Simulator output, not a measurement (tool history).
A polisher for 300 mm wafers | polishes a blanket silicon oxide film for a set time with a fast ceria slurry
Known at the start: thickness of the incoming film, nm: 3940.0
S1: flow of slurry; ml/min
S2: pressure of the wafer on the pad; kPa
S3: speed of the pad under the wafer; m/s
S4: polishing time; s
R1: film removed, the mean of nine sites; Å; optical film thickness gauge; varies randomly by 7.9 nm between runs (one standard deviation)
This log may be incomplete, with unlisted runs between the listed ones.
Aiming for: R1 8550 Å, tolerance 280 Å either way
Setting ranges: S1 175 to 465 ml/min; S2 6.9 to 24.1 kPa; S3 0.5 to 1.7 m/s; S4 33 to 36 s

run,hour,S1,S2,S3,S4,R1
1,0,295,15.2,1.1,36,5832.7
2,2.2,295,15.9,1.1,36,6189.1
3,8,295,15.9,0.9,36,5102.8
4,9,295,16.5,0.9,36,5320.5
5,9.6,295,17.2,0.9,36,5509.6
6,18,295,17.9,0.9,36,5655.5
7,22.3,295,18.6,0.92,36,6095.9
8,29,295,19.3,0.92,36,6243.9
9,36.6,295,20,0.92,36,6563.5
10,44.5,300,24.1,0.94,36,8048.6

Next run, 4 choices. One meets every target within its allowed miss, the rest don't. Which?
A,52.4,365,21.4,1.08,33,?
B,52.4,295,24.1,1,36,?
C,52.4,325,22.8,0.96,35,?
D,52.4,310,23.4,0.96,33,?

move,R1
A,7554.7
B,8493.5
C,7578.7
D,7326.5
A: misses by more than the last run did
B: each result inside its tolerance
C: misses by more than the last run did
D: misses by more than the last run did
Move B is the one to make.
